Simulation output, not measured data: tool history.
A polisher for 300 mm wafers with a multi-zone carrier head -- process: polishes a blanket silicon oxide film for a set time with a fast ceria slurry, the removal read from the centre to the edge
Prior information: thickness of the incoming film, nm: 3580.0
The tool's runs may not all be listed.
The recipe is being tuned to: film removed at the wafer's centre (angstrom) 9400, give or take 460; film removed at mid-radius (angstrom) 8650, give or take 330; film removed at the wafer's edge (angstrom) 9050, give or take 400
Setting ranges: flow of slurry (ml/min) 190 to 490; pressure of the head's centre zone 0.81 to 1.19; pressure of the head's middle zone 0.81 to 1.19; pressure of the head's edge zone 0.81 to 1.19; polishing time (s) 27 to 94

run  hour  flow of slurry (ml/min)  pressure of the head's centre zone  pressure of the head's middle zone  pressure of the head's edge zone  polishing time (s)  film removed at the wafer's centre (angstrom)  film removed at mid-radius (angstrom)  film removed at the wafer's edge (angstrom)
  1     0                      315                                   1                                   1                                 1                  60                                         7312.2                                 7164.4                                       7161.3
  2   8.3                      315                                   1                                1.06                                 1                  60                                         7401.7                                 7464.5                                       7388.6
  3  12.3                      280                                   1                                1.06                                 1                  60                                         7132.5                                 7378.7                                       7215.5
  4  13.1                      280                                   1                                1.06                              1.07                  60                                         6978.8                                 7366.6                                       7381.8
  5  19.3                      280                                   1                                   1                              1.07                  60                                           7167                                   7003                                       7364.3
  6  22.2                      345                                   1                                   1                              1.07                  60                                         7430.1                                   7184                                         7615
  7  28.7                      355                                1.02                                1.02                              1.08                  61                                         7431.4                                 7525.4                                       7588.5
  8  29.4                      355                                1.02                                1.02                              1.08                  61                                         7582.7                                 7581.2                                       7695.5

Consider the 4 candidate settings below. Which is the only one whose results all fall within their allowed miss of target?
  A  30.1                      350                                1.19                                0.93                              0.98                  59                                              ?                                      ?                                            ?
  B  30.1                      250                                1.13                                1.04                              1.14                  72                                              ?                                      ?                                            ?
  C  30.1                      335                                1.09                                 1.1                              0.98                  54                                              ?                                      ?                                            ?
  D  30.1                      375                                1.07                                1.08                              1.02                  51                                              ?                                      ?                                            ?

move  film removed at the wafer's centre (angstrom)  film removed at mid-radius (angstrom)  film removed at the wafer's edge (angstrom)
   A                                         8746.8                                 6715.2                                       7188.1
   B                                           9731                                 8674.7                                       9138.5
   C                                         7304.5                                 7058.7                                       6543.6
   D                                         6845.5                                 6629.4                                       6344.2
A: misses by more than the last run did
B: every result lands within tolerance
C: misses by more than the last run did
D: misses by more than the last run did
The move that meets every target is B.
